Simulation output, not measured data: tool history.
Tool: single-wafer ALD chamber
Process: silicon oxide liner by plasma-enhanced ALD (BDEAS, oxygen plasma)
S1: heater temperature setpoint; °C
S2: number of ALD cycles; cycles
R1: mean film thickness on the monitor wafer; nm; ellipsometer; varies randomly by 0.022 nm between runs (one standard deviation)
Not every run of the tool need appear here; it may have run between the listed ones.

run 1 hour=0 | S1=315 S2=71 | R1=6.7605
run 2 hour=0.5 | S1=323 S2=71 | R1=6.664
run 3 hour=4.2 | S1=323 S2=70 | R1=6.5808
run 4 hour=10.1 | S1=323 S2=63 | R1=5.8673
run 5 hour=12 | S1=323 S2=56 | R1=5.242
-- hour=18.7 thermocouple changed; heater temperature recalibrated
run 6 hour=18.7 | S1=323 S2=58 | R1=5.4847

What will run 7 give?
run 7 hour=20.2 | S1=323 S2=60 | R1=?

{"run 7": {"R1": 5.6289}}
